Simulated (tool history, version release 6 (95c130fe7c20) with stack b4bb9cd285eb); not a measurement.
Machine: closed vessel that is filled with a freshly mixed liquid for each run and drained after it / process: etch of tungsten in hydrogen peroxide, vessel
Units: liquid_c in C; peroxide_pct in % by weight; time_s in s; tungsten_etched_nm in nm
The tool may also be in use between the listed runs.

run	day	liquid_c	peroxide_pct	time_s	tungsten_etched_nm
1	0.000	45.0	23.5	105	108.25
2	0.279	49.0	23.5	105	137.91
3	0.567	49.0	26.0	105	146.79
4	0.675	51.5	26.0	105	170.49
5	0.950	51.5	28.5	105	177.87
6	1.317	53.0	28.5	105	194.70
7	1.483	54.0	28.5	105	208.32
8	1.725	54.5	28.5	105	213.33

For run 9, what comes out?
9	2.071	55.0	28.5	105	?

tungsten_etched_nm: 219.44 nm
